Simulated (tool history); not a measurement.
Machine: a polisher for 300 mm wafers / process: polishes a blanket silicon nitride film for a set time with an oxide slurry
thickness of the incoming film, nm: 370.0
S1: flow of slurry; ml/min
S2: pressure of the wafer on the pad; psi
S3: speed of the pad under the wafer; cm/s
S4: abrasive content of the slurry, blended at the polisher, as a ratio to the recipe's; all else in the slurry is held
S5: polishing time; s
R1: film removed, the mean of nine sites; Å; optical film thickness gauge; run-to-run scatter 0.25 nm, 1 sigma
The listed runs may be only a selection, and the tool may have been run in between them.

run 1 hour=0 | S1=250 S2=2.3 S3=126 S4=1 S5=52 | R1=197.79
run 2 hour=0.6 | S1=250 S2=2.5 S3=126 S4=1 S5=52 | R1=213.52
run 3 hour=4.3 | S1=250 S2=2.7 S3=126 S4=1 S5=52 | R1=233.18
run 4 hour=9.4 | S1=250 S2=2.7 S3=126 S4=0.9 S5=52 | R1=220.39
run 5 hour=10.1 | S1=250 S2=2.7 S3=126 S4=0.9 S5=47 | R1=198.95
run 6 hour=18.1 | S1=250 S2=2.9 S3=126 S4=0.9 S5=47 | R1=209.86
-- hour=24 head pressure recalibrated
run 7 hour=24 | S1=250 S2=3 S3=128 S4=0.9 S5=47 | R1=239.49
run 8 hour=29.2 | S1=250 S2=3.1 S3=128 S4=0.9 S5=47 | R1=250.78
run 9 hour=32.3 | S1=250 S2=3.2 S3=128 S4=0.9 S5=47 | R1=262.53

Run 10, settings as shown, results not yet in. Your forecast:
run 10 hour=34.1 | S1=255 S2=3.3 S3=128 S4=0.9 S5=47 | R1=?

R1: 267.77 Å
